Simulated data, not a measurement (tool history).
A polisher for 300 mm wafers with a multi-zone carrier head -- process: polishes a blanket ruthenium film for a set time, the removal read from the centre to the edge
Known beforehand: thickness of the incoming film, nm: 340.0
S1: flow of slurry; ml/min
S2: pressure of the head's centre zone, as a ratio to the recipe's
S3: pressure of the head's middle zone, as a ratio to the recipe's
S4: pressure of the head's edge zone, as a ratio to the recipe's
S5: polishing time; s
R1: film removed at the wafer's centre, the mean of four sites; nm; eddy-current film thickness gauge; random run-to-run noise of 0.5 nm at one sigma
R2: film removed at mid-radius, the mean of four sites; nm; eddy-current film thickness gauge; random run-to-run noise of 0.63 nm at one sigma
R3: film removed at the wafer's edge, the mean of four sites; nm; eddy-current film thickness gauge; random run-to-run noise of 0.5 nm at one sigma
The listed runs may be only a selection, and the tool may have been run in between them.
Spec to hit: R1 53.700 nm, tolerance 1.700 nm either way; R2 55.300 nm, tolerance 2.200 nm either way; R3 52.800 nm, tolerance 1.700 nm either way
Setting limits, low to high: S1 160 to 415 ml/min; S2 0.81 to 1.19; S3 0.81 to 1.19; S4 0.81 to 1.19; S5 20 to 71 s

Run 1, hour 0.0: S1 265 ml/min, S2 1.00, S3 1.00, S4 1.00, S5 45 s. Result: R1 60.006 nm, R2 59.185 nm, R3 59.168 nm.
Run 2, hour 2.3: S1 265 ml/min, S2 1.04, S3 1.00, S4 1.00, S5 45 s. Result: R1 62.687 nm, R2 59.684 nm, R3 58.681 nm.
Run 3, hour 3.9: S1 335 ml/min, S2 1.04, S3 1.00, S4 1.00, S5 45 s. Result: R1 64.456 nm, R2 61.495 nm, R3 60.068 nm.
Run 4, hour 10.2: S1 295 ml/min, S2 1.04, S3 1.00, S4 1.00, S5 45 s. Result: R1 63.274 nm, R2 60.779 nm, R3 58.461 nm.
Run 5, hour 14.4: S1 285 ml/min, S2 1.02, S3 1.00, S4 0.97, S5 44 s. Result: R1 61.862 nm, R2 58.145 nm, R3 56.573 nm.
Run 6, hour 21.3: S1 285 ml/min, S2 1.02, S3 1.00, S4 0.89, S5 44 s. Result: R1 60.867 nm, R2 58.234 nm, R3 53.945 nm.
Run 7, hour 22.9: S1 275 ml/min, S2 0.99, S3 1.00, S4 0.89, S5 44 s. Result: R1 59.764 nm, R2 58.713 nm, R3 54.484 nm.
Run 8, hour 25.0: S1 260 ml/min, S2 0.89, S3 0.95, S4 0.86, S5 42 s. Result: R1 50.963 nm, R2 53.165 nm, R3 50.832 nm.

Pick the move, out of 4, that brings all results within their allowed miss; only one does.
Run A, hour 27.1: S1 255 ml/min, S2 0.91, S3 0.95, S4 1.01, S5 44 s. Result: R1 ?, R2 ?, R3 ?.
Run B, hour 27.1: S1 360 ml/min, S2 0.88, S3 0.91, S4 0.81, S5 44 s. Result: R1 ?, R2 ?, R3 ?.
Run C, hour 27.1: S1 300 ml/min, S2 0.86, S3 0.89, S4 0.89, S5 46 s. Result: R1 ?, R2 ?, R3 ?.
Run D, hour 27.1: S1 300 ml/min, S2 0.87, S3 0.90, S4 0.88, S5 45 s. Result: R1 ?, R2 ?, R3 ?.

move      R1      R2      R3
   A  53.635  54.985  57.318
   B  53.931  55.016  53.239
   C  54.049  55.518  57.308
   D  53.498  54.810  55.767
A: gets the furthest-off result to its target, but another result is out of tolerance
B: every result within its allowed miss
C: gets the furthest-off result to its target, but another result is out of tolerance
D: gets the furthest-off result to its target, but another result is out of tolerance
Correct choice: B, which meets every target

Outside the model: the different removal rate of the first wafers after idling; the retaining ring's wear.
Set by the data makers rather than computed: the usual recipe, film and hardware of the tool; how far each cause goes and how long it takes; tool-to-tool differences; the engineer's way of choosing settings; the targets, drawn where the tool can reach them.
